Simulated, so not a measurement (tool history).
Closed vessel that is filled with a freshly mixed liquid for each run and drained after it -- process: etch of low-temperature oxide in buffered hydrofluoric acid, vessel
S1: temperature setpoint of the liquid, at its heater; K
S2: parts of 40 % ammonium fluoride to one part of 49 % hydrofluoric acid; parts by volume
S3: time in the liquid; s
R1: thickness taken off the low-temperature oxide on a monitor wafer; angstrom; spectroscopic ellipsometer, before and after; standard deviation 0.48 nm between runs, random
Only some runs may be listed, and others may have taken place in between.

run	hour	S1	S2	S3	R1
1	0.0	294.15	15.0	30	1142.9
2	4.2	294.15	15.0	30	1132.5
3	12.9	292.65	15.0	30	1032.0
4	14.1	292.65	13.5	30	1161.2
5	15.6	292.65	13.5	30	1151.3
6	22.8	292.65	13.5	30	1139.5

What does the tool deliver on the next run?
7	30.4	292.15	14.0	30	?

Run 7 came out at R1 1085.2 angstrom.
